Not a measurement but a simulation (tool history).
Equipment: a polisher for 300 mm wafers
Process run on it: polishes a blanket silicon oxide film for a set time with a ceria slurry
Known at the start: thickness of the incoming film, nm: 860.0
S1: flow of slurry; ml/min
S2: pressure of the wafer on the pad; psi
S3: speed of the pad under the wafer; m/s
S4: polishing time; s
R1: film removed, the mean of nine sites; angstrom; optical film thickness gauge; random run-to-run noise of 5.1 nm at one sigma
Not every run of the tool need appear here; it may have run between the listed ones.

run	hour	S1	S2	S3	S4	R1
1	0.0	120	3.3	0.92	71	3220.5
2	2.9	120	3.3	0.92	71	3145.8
3	11.0	125	3.6	0.92	71	3353.7
4	16.9	125	3.6	0.92	75	3485.4
5	18.1	125	3.9	0.92	75	3758.4
6	22.6	125	4.1	0.92	75	3864.9

Predict the results of run 7:
7	28.0	125	4.3	0.92	75	?

R1: 4025.7 angstrom
